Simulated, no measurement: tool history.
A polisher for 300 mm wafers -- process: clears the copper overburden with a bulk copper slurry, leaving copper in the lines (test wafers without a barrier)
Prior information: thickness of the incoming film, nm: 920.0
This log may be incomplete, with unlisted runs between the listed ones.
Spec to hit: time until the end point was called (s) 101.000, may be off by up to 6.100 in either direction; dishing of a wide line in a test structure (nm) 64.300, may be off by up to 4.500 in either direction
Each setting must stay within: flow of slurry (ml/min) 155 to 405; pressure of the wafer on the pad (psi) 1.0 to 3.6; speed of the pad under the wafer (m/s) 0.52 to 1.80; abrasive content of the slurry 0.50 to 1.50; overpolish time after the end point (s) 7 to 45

| run | hour | flow of slurry (ml/min) | pressure of the wafer on the pad (psi) | speed of the pad under the wafer (m/s) | abrasive content of the slurry | overpolish time after the end point (s) | time until the end point was called (s) | dishing of a wide line in a test structure (nm) |
|---|---|---|---|---|---|---|---|---|
| 1 | 0.0 | 260 | 2.3 | 1.16 | 1.00 | 23 | 123.640 | 102.750 |
| 2 | 6.4 | 260 | 2.7 | 1.16 | 1.00 | 23 | 107.080 | 110.550 |
| 3 | 9.3 | 260 | 3.1 | 1.16 | 1.00 | 23 | 98.169 | 124.540 |
| 4 | 10.6 | 225 | 3.1 | 1.16 | 1.00 | 23 | 97.473 | 123.200 |
| 5 | 11.6 | 225 | 3.1 | 1.16 | 1.15 | 23 | 92.765 | 126.530 |
| 6 | 12.8 | 225 | 3.1 | 1.16 | 1.15 | 17 | 93.306 | 102.670 |
| 7 | 18.6 | 230 | 2.5 | 1.36 | 1.15 | 7 | 97.516 | 50.510 |
| 8 | 21.0 | 230 | 2.5 | 1.34 | 1.15 | 8 | 97.997 | 55.773 |

Pick the move, out of 5, that brings all results within their allowed miss; only one does.
| A | 23.4 | 250 | 2.2 | 1.46 | 1.15 | 7 | ? | ? |
| B | 23.4 | 230 | 2.5 | 1.14 | 1.05 | 13 | ? | ? |
| C | 23.4 | 235 | 2.5 | 1.26 | 1.25 | 13 | ? | ? |
| D | 23.4 | 300 | 2.5 | 1.44 | 0.90 | 12 | ? | ? |
| E | 23.4 | 220 | 3.2 | 1.06 | 1.10 | 10 | ? | ? |

| move | time until the end point was called (s) | dishing of a wide line in a test structure (nm) |
|---|---|---|
| A | 96.614 | 48.237 |
| B | 113.880 | 70.728 |
| C | 99.582 | 78.464 |
| D | 91.989 | 78.420 |
| E | 99.328 | 65.072 |
A: the biggest miss grows against the last run
B: the result that was furthest off in the last run now lies on the other side of its target
C: the result that was furthest off in the last run now lies on the other side of its target
D: the result that was furthest off in the last run now lies on the other side of its target
E: hits every target within its allowed miss
E is the move that brings every result within its allowed miss.
